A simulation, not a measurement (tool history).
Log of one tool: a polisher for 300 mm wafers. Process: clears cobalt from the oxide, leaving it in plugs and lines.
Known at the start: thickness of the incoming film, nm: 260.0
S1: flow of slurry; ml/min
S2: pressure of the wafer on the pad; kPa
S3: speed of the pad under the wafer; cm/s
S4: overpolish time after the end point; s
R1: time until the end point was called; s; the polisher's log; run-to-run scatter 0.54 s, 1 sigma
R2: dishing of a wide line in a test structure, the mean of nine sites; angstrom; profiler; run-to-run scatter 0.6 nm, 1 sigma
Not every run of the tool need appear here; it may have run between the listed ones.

Run 1, day 0: S1 260 ml/min, S2 15.2 kPa, S3 80 cm/s, S4 18 s. Result: R1 62.809 s, R2 503.16 angstrom.
Run 2, day 0.304: S1 260 ml/min, S2 17.9 kPa, S3 80 cm/s, S4 18 s. Result: R1 52.477 s, R2 554.39 angstrom.
Run 3, day 0.542: S1 260 ml/min, S2 18.6 kPa, S3 80 cm/s, S4 16 s. Result: R1 51.75 s, R2 529.42 angstrom.
Run 4, day 0.746: S1 260 ml/min, S2 18.6 kPa, S3 64 cm/s, S4 16 s. Result: R1 61.162 s, R2 469.99 angstrom.
Run 5, day 0.958: S1 260 ml/min, S2 18.6 kPa, S3 54 cm/s, S4 16 s. Result: R1 74.076 s, R2 425.64 angstrom.
Run 6, day 1.221: S1 260 ml/min, S2 18.6 kPa, S3 54 cm/s, S4 20 s. Result: R1 73.711 s, R2 500.86 angstrom.

Run 7, settings as shown, results not yet in. Your forecast:
Run 7, day 1.333: S1 270 ml/min, S2 22.8 kPa, S3 74 cm/s, S4 11 s. Result: R1 ?, R2 ?.

{"run 7": {"R1": 44.867, "R2": 465.42}}
